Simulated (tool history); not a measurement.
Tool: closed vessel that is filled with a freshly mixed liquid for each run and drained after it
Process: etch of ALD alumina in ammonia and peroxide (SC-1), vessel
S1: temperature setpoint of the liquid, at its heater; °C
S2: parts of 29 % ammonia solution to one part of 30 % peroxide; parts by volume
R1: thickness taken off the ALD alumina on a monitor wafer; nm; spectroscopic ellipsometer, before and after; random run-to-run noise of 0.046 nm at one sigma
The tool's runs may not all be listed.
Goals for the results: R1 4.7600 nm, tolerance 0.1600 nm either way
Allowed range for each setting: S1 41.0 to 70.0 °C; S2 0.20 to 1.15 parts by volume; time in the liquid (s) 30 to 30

{"run": 1, "hour": 0.0, "S1": 57.0, "S2": 0.65, "time in the liquid (s)": 30, "R1": 3.8135}
{"run": 2, "hour": 3.4, "S1": 57.0, "S2": 0.45, "time in the liquid (s)": 30, "R1": 3.6916}
{"run": 3, "hour": 11.6, "S1": 52.0, "S2": 0.45, "time in the liquid (s)": 30, "R1": 2.8041}
{"run": 4, "hour": 19.9, "S1": 52.0, "S2": 0.45, "time in the liquid (s)": 30, "R1": 2.8728}
{"run": 5, "hour": 27.6, "S1": 47.0, "S2": 0.45, "time in the liquid (s)": 30, "R1": 2.0992}
{"run": 6, "hour": 31.7, "S1": 44.0, "S2": 0.45, "time in the liquid (s)": 30, "R1": 1.7921}
{"run": 7, "hour": 40.4, "S1": 47.0, "S2": 0.45, "time in the liquid (s)": 30, "R1": 2.0937}
{"run": 8, "hour": 46.2, "S1": 47.0, "S2": 0.45, "time in the liquid (s)": 30, "R1": 2.1249}
{"run": 9, "hour": 48.8, "S1": 49.5, "S2": 0.45, "time in the liquid (s)": 30, "R1": 2.4775}
{"run": 10, "hour": 56.1, "S1": 51.5, "S2": 0.45, "time in the liquid (s)": 30, "R1": 2.7557}
{"run": 11, "hour": 63.0, "S1": 59.5, "S2": 0.5, "time in the liquid (s)": 30, "R1": 4.1645}
{"run": 12, "hour": 68.0, "S1": 60.0, "S2": 0.5, "time in the liquid (s)": 30, "R1": 4.3477}
{"run": 13, "hour": 76.3, "S1": 60.5, "S2": 0.5, "time in the liquid (s)": 30, "R1": 4.4039}
{"run": 14, "hour": 85.2, "S1": 61.0, "S2": 0.5, "time in the liquid (s)": 30, "R1": 4.5587}

4 next moves are on the table. One of them brings every result within its allowed miss. Which?
{"run": "A", "hour": 94.1, "S1": 61.0, "S2": 0.2, "time in the liquid (s)": 30, "R1": "?"}
{"run": "B", "hour": 94.1, "S1": 61.0, "S2": 0.35, "time in the liquid (s)": 30, "R1": "?"}
{"run": "C", "hour": 94.1, "S1": 62.5, "S2": 0.4, "time in the liquid (s)": 30, "R1": "?"}
{"run": "D", "hour": 94.1, "S1": 60.0, "S2": 0.6, "time in the liquid (s)": 30, "R1": "?"}

move=A R1=4.1662
move=B R1=4.3934
move=C R1=4.8013
move=D R1=4.3926
A: lands further from the targets than the last run did
B: lands further from the targets than the last run did
C: all results in spec
D: lands further from the targets than the last run did
Go with C: it meets all targets.
